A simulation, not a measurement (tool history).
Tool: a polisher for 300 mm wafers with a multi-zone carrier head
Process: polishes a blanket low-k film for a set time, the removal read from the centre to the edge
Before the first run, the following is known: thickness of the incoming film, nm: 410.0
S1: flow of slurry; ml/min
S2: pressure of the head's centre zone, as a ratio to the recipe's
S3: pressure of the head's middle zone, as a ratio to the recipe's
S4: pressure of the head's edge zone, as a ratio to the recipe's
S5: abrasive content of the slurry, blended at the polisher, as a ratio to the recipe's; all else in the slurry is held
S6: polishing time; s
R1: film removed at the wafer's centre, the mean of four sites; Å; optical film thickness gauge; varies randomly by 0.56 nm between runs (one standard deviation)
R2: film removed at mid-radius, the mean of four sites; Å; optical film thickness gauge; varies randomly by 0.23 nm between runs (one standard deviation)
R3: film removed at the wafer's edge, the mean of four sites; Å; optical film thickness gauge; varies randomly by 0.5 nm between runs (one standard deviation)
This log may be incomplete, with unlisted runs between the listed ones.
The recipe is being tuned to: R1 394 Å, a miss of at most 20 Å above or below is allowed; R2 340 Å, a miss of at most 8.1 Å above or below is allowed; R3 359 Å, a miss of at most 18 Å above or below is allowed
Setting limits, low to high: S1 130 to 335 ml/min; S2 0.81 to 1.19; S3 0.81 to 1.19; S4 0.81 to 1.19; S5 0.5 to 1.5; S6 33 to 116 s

Run 1, day 0: S1 215 ml/min, S2 1, S3 1, S4 1, S5 1, S6 74 s. Result: R1 271.23 Å, R2 286.11 Å, R3 282.61 Å.
Run 2, day 0.112: S1 225 ml/min, S2 1.04, S3 1, S4 1.03, S5 1.05, S6 74 s. Result: R1 303.04 Å, R2 296.55 Å, R3 294.67 Å.
Run 3, day 0.154: S1 230 ml/min, S2 1.05, S3 1, S4 1.06, S5 1.1, S6 74 s. Result: R1 317.2 Å, R2 302.52 Å, R3 303.42 Å.
Run 4, day 0.283: S1 230 ml/min, S2 1.05, S3 1, S4 0.97, S5 1.1, S6 74 s. Result: R1 303.96 Å, R2 296.38 Å, R3 292.16 Å.
Run 5, day 0.521: S1 230 ml/min, S2 1.06, S3 1, S4 1.01, S5 1.15, S6 74 s. Result: R1 314.35 Å, R2 306.74 Å, R3 293.83 Å.
Run 6, day 0.675: S1 230 ml/min, S2 1.06, S3 1, S4 1.01, S5 1.15, S6 91 s. Result: R1 401.1 Å, R2 379.94 Å, R3 374.5 Å.
Run 7, day 0.825: S1 220 ml/min, S2 1.07, S3 0.98, S4 1, S5 1.15, S6 91 s. Result: R1 385.66 Å, R2 366.99 Å, R3 370.91 Å.
Run 8, day 1.083: S1 215 ml/min, S2 1.09, S3 0.97, S4 1, S5 1.15, S6 91 s. Result: R1 392.99 Å, R2 361.92 Å, R3 371.13 Å.
Run 9, day 1.367: S1 210 ml/min, S2 1.1, S3 0.96, S4 0.99, S5 1.15, S6 91 s. Result: R1 397.77 Å, R2 362.92 Å, R3 364.57 Å.
Run 10, day 1.408: S1 205 ml/min, S2 1.1, S3 0.95, S4 0.99, S5 1.15, S6 91 s. Result: R1 390.32 Å, R2 357.72 Å, R3 371.17 Å.
Run 11, day 1.7: S1 205 ml/min, S2 1.11, S3 0.94, S4 0.98, S5 1.15, S6 91 s. Result: R1 401.92 Å, R2 352.47 Å, R3 370.56 Å.

5 next moves are on the table. One of them brings every result within its allowed miss. Which?
Run A, day 1.992: S1 160 ml/min, S2 1.15, S3 0.95, S4 1.04, S5 1.5, S6 80 s. Result: R1 ?, R2 ?, R3 ?.
Run B, day 1.992: S1 225 ml/min, S2 1.16, S3 1, S4 0.99, S5 1.1, S6 88 s. Result: R1 ?, R2 ?, R3 ?.
Run C, day 1.992: S1 145 ml/min, S2 1.02, S3 0.85, S4 0.93, S5 1.05, S6 110 s. Result: R1 ?, R2 ?, R3 ?.
Run D, day 1.992: S1 140 ml/min, S2 1.02, S3 0.93, S4 1.05, S5 1.4, S6 88 s. Result: R1 ?, R2 ?, R3 ?.
Run E, day 1.992: S1 245 ml/min, S2 1.13, S3 1, S4 0.98, S5 1.3, S6 81 s. Result: R1 ?, R2 ?, R3 ?.

move      R1      R2      R3
   A  390.21  340.43  354.79
   B  400.41  359.02  345.79
   C  391.77  352.36  388.29
   D  357.92  346.95   372.6
   E  395.34  363.38  347.57
A: meets every target
B: the biggest miss grows against the last run
C: the biggest miss grows against the last run
D: gets the furthest-off result to its target, but another result is out of tolerance
E: the biggest miss grows against the last run
A is the move that brings every result within its allowed miss.
